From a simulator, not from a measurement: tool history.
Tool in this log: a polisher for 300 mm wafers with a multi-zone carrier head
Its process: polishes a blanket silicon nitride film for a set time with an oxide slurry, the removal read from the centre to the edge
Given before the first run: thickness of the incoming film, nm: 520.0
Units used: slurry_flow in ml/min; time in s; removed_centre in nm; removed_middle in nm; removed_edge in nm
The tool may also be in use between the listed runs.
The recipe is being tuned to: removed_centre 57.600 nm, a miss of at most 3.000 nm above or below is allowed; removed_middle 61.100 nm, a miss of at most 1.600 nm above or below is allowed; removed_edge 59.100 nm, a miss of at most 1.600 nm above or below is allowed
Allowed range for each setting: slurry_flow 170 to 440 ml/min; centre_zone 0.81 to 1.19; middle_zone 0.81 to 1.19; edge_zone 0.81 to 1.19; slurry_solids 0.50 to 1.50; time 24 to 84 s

run	hour	slurry_flow	centre_zone	middle_zone	edge_zone	slurry_solids	time	removed_centre	removed_middle	removed_edge
1	0.0	280	1.00	1.00	1.00	1.00	54	48.287	49.044	49.215
2	7.7	280	1.00	1.00	1.00	1.10	54	50.647	51.914	51.241
3	11.6	290	1.01	1.02	1.03	1.10	54	51.137	52.837	52.072
4	15.7	290	1.01	0.98	1.03	1.10	54	49.562	51.048	52.196
5	19.7	290	1.01	0.98	1.03	1.30	54	56.021	55.931	56.697
6	21.7	290	1.01	0.98	1.03	1.30	44	45.428	45.310	46.096
7	27.3	330	1.06	1.08	1.13	1.50	49	56.890	59.030	57.422
8	34.5	335	1.06	1.08	1.14	1.50	49	57.851	59.102	57.656

4 next moves are on the table. One of them brings every result within its allowed miss. Which?
A	41.7	335	1.03	1.09	1.13	1.50	48	?	?	?
B	41.7	260	1.03	1.03	1.14	1.50	50	?	?	?
C	41.7	275	0.97	0.97	1.18	1.20	56	?	?	?
D	41.7	365	1.05	1.09	1.13	1.45	51	?	?	?

move	removed_centre	removed_middle	removed_edge
A	56.163	57.996	57.311
B	56.975	56.220	58.941
C	54.627	54.440	61.074
D	60.460	61.188	60.376
A: lands further from the targets than the last run did
B: lands further from the targets than the last run did
C: lands further from the targets than the last run did
D: in spec on every target
Answer: D

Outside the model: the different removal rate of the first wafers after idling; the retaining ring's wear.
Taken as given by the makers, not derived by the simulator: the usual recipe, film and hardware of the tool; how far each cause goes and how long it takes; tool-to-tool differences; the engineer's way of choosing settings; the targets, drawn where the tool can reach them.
